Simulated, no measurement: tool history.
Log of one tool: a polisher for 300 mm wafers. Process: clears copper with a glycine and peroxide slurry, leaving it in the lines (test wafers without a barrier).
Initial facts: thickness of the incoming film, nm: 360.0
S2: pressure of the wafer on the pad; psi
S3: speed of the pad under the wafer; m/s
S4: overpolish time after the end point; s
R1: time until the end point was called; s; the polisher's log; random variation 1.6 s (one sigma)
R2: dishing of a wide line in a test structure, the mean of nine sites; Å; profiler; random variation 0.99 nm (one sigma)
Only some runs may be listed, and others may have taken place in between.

{"run": 1, "hour": 0.0, "flow of slurry (ml/min)": 155, "S2": 1.9, "S3": 1.02, "S4": 15, "R1": 76.547, "R2": 468.47}
{"run": 2, "hour": 5.4, "flow of slurry (ml/min)": 155, "S2": 1.7, "S3": 1, "S4": 16, "R1": 83.787, "R2": 456.42}
{"run": 3, "hour": 6.2, "flow of slurry (ml/min)": 155, "S2": 1.7, "S3": 0.84, "S4": 16, "R1": 94.126, "R2": 405.2}
{"run": 4, "hour": 8.5, "flow of slurry (ml/min)": 175, "S2": 1.7, "S3": 0.84, "S4": 16, "R1": 91.915, "R2": 420.59}
{"run": 5, "hour": 11.2, "flow of slurry (ml/min)": 175, "S2": 2, "S3": 0.84, "S4": 16, "R1": 83.891, "R2": 444.35}
{"run": 6, "hour": 13.4, "flow of slurry (ml/min)": 175, "S2": 2, "S3": 0.84, "S4": 10, "R1": 82.577, "R2": 305.07}

Run 7 comes next. What will it give?
{"run": 7, "hour": 17.9, "flow of slurry (ml/min)": 160, "S2": 1.4, "S3": 0.76, "S4": 17, "R1": "?", "R2": "?"}

R1: 117.88 s
R2: 369.04 Å
